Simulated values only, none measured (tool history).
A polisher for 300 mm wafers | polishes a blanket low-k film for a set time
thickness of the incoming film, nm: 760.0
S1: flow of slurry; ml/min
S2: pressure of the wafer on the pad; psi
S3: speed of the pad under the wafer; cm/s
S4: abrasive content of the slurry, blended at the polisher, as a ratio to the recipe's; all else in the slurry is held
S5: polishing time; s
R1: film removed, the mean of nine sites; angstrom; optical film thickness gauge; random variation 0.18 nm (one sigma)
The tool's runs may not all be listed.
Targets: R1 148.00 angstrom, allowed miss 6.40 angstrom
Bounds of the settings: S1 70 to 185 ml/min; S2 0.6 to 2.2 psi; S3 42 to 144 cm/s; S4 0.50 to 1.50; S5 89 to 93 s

run 1 hour=0.0 | S1=120 S2=1.4 S3=92 S4=1.00 S5=89 | R1=244.57
run 2 hour=3.3 | S1=120 S2=1.3 S3=92 S4=1.00 S5=89 | R1=234.21
run 3 hour=10.8 | S1=120 S2=1.2 S3=92 S4=1.00 S5=89 | R1=219.80
run 4 hour=16.0 | S1=140 S2=1.2 S3=92 S4=1.00 S5=89 | R1=225.41
run 5 hour=18.5 | S1=140 S2=1.2 S3=92 S4=1.00 S5=93 | R1=244.08
run 6 hour=24.6 | S1=140 S2=1.1 S3=90 S4=1.00 S5=93 | R1=222.14
run 7 hour=29.4 | S1=140 S2=1.0 S3=90 S4=1.00 S5=93 | R1=203.73
run 8 hour=38.3 | S1=130 S2=0.8 S3=90 S4=1.00 S5=93 | R1=178.15
run 9 hour=43.7 | S1=125 S2=0.7 S3=88 S4=1.00 S5=93 | R1=154.84

5 next moves are on the table. One of them brings every result within its allowed miss. Which?
run A hour=49.1 | S1=120 S2=0.6 S3=86 S4=0.95 S5=92 | R1=?
run B hour=49.1 | S1=145 S2=0.7 S3=88 S4=1.10 S5=93 | R1=?
run C hour=49.1 | S1=130 S2=1.0 S3=72 S4=0.70 S5=89 | R1=?
run D hour=49.1 | S1=125 S2=0.7 S3=100 S4=0.90 S5=89 | R1=?
run E hour=49.1 | S1=110 S2=0.7 S3=100 S4=1.10 S5=89 | R1=?

move=A R1=133.18
move=B R1=163.72
move=C R1=147.81
move=D R1=159.37
move=E R1=163.25
A: takes the result that was furthest off past its target
B: further off than the last run
C: meets every target
D: further off than the last run
E: further off than the last run
Answer: C
